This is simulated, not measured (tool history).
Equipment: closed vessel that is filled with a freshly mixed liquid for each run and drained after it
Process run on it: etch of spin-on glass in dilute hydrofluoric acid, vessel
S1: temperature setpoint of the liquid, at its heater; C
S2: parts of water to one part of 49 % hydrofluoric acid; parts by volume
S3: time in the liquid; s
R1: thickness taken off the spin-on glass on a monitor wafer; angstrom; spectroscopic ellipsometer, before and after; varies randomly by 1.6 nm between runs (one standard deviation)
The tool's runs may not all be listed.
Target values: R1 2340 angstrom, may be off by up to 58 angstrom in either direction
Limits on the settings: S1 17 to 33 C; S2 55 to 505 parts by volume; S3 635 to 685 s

run	hour	S1	S2	S3	R1
1	0	25	280	635	690.16
2	4.9	25	280	685	750.55
3	9.6	25	280	685	750.09
4	16.4	25	280	635	695.81
5	18.8	25	280	685	740.05
6	27.8	27.5	215	685	1128.8
7	35.9	29.5	175	685	1586.5
8	42.9	30.5	160	685	1829.9
9	46	31.5	150	685	2044.4
10	51.6	32	145	685	2153.3
11	56.4	32	145	685	2148.9
12	59.3	32.5	145	685	2181.1
13	64	33	130	685	2560.3
14	68.2	32.5	130	685	2504.9
15	72.1	32	130	685	2464.1
16	73.5	31.5	130	685	2455.4

Of the 4 settings listed for the next run, only one would bring every result within its allowed miss of target. Which one?
A	74.9	30.5	135	655	?
B	74.9	28	125	685	?
C	74.9	33	140	685	?
D	74.9	30.5	130	655	?

move	R1
A	2139.6
B	2233.5
C	2342.6
D	2237
A: pushes the last run's worst result past its target
B: pushes the last run's worst result past its target
C: every result within its allowed miss
D: pushes the last run's worst result past its target
Go with C: it meets all targets.
